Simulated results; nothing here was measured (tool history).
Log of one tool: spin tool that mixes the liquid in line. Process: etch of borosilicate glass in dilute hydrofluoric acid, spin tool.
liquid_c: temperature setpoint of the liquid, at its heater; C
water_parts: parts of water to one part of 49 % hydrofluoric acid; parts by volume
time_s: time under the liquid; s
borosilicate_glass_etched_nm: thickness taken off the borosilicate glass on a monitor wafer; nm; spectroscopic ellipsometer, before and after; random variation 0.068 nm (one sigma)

run  hour  liquid_c  water_parts  time_s  borosilicate_glass_etched_nm
  1   0.0      25.0          180     200                        20.206
  2   6.6      23.0          195     200                        17.044
  3  10.1      23.0          240     200                        13.168
  4  15.7      25.0          240     200                        14.313
  5  19.6      23.5          240     200                        13.377
  6  26.5      27.0          240     200                        15.258
  7  29.2      25.0          240     200                        14.253
  8  35.2      23.5          240     200                        13.545
  9  40.9      22.0          240     200                        12.763

The next listed run, before its measurement:
 10  43.0      21.0          240     200                             ?

{"run 10": {"borosilicate_glass_etched_nm": 12.38}}
